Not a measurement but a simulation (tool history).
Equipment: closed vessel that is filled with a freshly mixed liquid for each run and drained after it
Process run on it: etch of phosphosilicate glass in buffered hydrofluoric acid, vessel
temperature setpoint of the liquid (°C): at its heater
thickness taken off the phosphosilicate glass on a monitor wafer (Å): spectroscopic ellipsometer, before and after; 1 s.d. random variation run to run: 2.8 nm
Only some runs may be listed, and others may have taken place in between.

run,hour,temperature setpoint of the liquid (°C),parts of 40 % ammonium fluoride to one part of 49 % hydrofluoric acid (parts by volume),time in the liquid (s),thickness taken off the phosphosilicate glass on a monitor wafer (Å)
1,0,21,15.5,105,4927.3
2,8.1,21.5,15.5,105,5066.7
3,9.9,18.5,15.5,105,4304.1
4,16.3,19.5,15.5,105,4500.7
5,25.2,20.5,15.5,105,4794
6,30.5,21,15.5,105,4900.3
7,34.5,21.5,15.5,105,5078.7

Run 8 has not been measured yet. What should we expect?
8,40.2,22,15.5,105,?

thickness taken off the phosphosilicate glass on a monitor wafer (Å): 5186.7
